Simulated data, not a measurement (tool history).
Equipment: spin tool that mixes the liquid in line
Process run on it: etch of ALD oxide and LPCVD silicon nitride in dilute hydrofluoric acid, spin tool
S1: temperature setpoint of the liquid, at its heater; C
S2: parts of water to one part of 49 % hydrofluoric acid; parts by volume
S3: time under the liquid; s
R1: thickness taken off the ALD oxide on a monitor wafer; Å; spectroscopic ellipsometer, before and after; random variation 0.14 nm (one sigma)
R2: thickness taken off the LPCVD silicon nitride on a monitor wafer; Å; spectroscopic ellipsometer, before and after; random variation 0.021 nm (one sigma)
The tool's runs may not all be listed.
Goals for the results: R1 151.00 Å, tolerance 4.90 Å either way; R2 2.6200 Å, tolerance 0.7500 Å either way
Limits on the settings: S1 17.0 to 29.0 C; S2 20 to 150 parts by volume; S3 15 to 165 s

run 1 day=0.000 | S1=21.0 S2=85 S3=85 | R1=283.80 R2=3.6429
run 2 day=0.321 | S1=24.0 S2=85 S3=85 | R1=320.43 R2=4.8922
run 3 day=0.683 | S1=23.5 S2=90 S3=85 | R1=290.17 R2=5.0632
run 4 day=1.050 | S1=25.0 S2=90 S3=85 | R1=317.93 R2=4.4986
run 5 day=1.338 | S1=24.0 S2=95 S3=85 | R1=284.80 R2=5.1170
run 6 day=1.675 | S1=23.0 S2=95 S3=85 | R1=271.41 R2=4.0612
run 7 day=1.767 | S1=22.5 S2=100 S3=85 | R1=254.67 R2=3.9036
run 8 day=2.042 | S1=22.0 S2=105 S3=85 | R1=235.99 R2=3.2806
run 9 day=2.129 | S1=22.0 S2=110 S3=85 | R1=221.49 R2=4.0586
run 10 day=2.225 | S1=18.0 S2=120 S3=80 | R1=161.71 R2=2.4256
run 11 day=2.321 | S1=18.0 S2=120 S3=80 | R1=160.93 R2=2.1667
run 12 day=2.633 | S1=18.0 S2=120 S3=80 | R1=161.13 R2=2.4571

Exercise: of the 5 proposed moves below, exactly one satisfies all targets within the stated allowed misses. Which move is it?
run A day=2.946 | S1=20.5 S2=140 S3=95 | R1=? R2=?
run B day=2.946 | S1=17.0 S2=100 S3=75 | R1=? R2=?
run C day=2.946 | S1=17.0 S2=120 S3=85 | R1=? R2=?
run D day=2.946 | S1=20.0 S2=120 S3=70 | R1=? R2=?
run E day=2.946 | S1=24.5 S2=140 S3=75 | R1=? R2=?

move=A R1=174.29 R2=2.8202
move=B R1=174.05 R2=2.4313
move=C R1=161.05 R2=2.3099
move=D R1=150.04 R2=2.3356
move=E R1=160.88 R2=2.8948
A: further off than the last run
B: further off than the last run
C: roughly where the last run was
D: every result within its allowed miss
E: roughly where the last run was
The move that meets every target is D.
